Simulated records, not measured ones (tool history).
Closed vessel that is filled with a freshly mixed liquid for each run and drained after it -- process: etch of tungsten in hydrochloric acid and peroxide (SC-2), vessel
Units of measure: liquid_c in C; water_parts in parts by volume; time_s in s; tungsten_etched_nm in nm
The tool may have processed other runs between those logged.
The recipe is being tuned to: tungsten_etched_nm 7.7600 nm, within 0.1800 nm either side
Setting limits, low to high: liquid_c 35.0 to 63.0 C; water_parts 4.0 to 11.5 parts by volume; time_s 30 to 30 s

run 1 hour=0.0 | liquid_c=47.0 water_parts=6.5 time_s=30 | tungsten_etched_nm=12.7230
run 2 hour=2.1 | liquid_c=47.0 water_parts=7.5 time_s=30 | tungsten_etched_nm=11.5610
run 3 hour=5.8 | liquid_c=47.0 water_parts=8.5 time_s=30 | tungsten_etched_nm=10.4630
run 4 hour=10.2 | liquid_c=46.0 water_parts=8.5 time_s=30 | tungsten_etched_nm=9.7290
run 5 hour=18.8 | liquid_c=46.0 water_parts=7.5 time_s=30 | tungsten_etched_nm=10.6850
run 6 hour=22.6 | liquid_c=46.0 water_parts=7.5 time_s=30 | tungsten_etched_nm=10.6460
run 7 hour=27.5 | liquid_c=45.0 water_parts=7.5 time_s=30 | tungsten_etched_nm=10.0980
run 8 hour=35.6 | liquid_c=44.0 water_parts=7.5 time_s=30 | tungsten_etched_nm=9.3458
run 9 hour=36.4 | liquid_c=43.5 water_parts=7.5 time_s=30 | tungsten_etched_nm=9.0487
run 10 hour=43.0 | liquid_c=43.5 water_parts=7.5 time_s=30 | tungsten_etched_nm=9.1517
run 11 hour=46.3 | liquid_c=43.0 water_parts=7.5 time_s=30 | tungsten_etched_nm=8.7714
run 12 hour=50.6 | liquid_c=42.5 water_parts=7.5 time_s=30 | tungsten_etched_nm=8.4097
run 13 hour=55.5 | liquid_c=42.0 water_parts=7.5 time_s=30 | tungsten_etched_nm=8.2151

4 next moves are on the table. One of them brings every result within its allowed miss. Which?
run A hour=60.4 | liquid_c=37.0 water_parts=5.0 time_s=30 | tungsten_etched_nm=?
run B hour=60.4 | liquid_c=41.0 water_parts=6.5 time_s=30 | tungsten_etched_nm=?
run C hour=60.4 | liquid_c=44.0 water_parts=8.0 time_s=30 | tungsten_etched_nm=?
run D hour=60.4 | liquid_c=41.0 water_parts=6.0 time_s=30 | tungsten_etched_nm=?

move=A tungsten_etched_nm=7.7008
move=B tungsten_etched_nm=8.4402
move=C tungsten_etched_nm=8.8476
move=D tungsten_etched_nm=8.9677
A: every result lands within tolerance
B: misses by more than the last run did
C: misses by more than the last run did
D: misses by more than the last run did
So the answer is move A, the one that meets all the targets.

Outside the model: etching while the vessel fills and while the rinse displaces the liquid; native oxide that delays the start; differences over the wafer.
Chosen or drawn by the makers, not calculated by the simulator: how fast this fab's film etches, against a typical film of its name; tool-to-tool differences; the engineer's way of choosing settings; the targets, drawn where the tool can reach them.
